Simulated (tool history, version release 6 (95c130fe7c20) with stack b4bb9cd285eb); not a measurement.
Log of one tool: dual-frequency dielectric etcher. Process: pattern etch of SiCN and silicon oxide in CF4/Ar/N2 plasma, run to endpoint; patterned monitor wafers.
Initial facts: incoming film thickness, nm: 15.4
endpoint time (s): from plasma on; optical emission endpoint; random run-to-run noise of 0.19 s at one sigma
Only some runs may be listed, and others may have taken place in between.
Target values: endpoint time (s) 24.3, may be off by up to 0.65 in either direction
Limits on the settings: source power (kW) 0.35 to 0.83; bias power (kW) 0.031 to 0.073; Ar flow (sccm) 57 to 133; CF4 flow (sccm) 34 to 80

run	hour	source power (kW)	bias power (kW)	Ar flow (sccm)	CF4 flow (sccm)	endpoint time (s)
1	0	0.59	0.052	95	57	15.62
2	5.4	0.66	0.052	95	57	13.973
3	13.8	0.56	0.049	98	56	17.051
4	15.1	0.65	0.049	98	56	14.588
5	20	0.55	0.048	99	56	17.075
6	28	0.6	0.048	99	56	15.586
7	34.3	0.52	0.047	100	54	18.19
8	38.4	0.46	0.046	101	53	20.442
9	42.9	0.43	0.046	101	53	21.942
10	48.7	0.41	0.046	101	53	23.044
11	54.7	0.4	0.046	101	53	23.421

Consider the 4 candidate settings below. Which is the only one whose results all fall within their allowed miss of target?
A	60.7	0.41	0.052	109	50	?
B	60.7	0.41	0.049	97	52	?
C	60.7	0.37	0.041	112	56	?
D	60.7	0.39	0.045	102	52	?

move	endpoint time (s)
A	22.698
B	22.485
C	26.508
D	24.389
A: further off than the last run
B: further off than the last run
C: takes the biggest miss from the last run beyond its target
D: every result lands within tolerance
The right move is D.

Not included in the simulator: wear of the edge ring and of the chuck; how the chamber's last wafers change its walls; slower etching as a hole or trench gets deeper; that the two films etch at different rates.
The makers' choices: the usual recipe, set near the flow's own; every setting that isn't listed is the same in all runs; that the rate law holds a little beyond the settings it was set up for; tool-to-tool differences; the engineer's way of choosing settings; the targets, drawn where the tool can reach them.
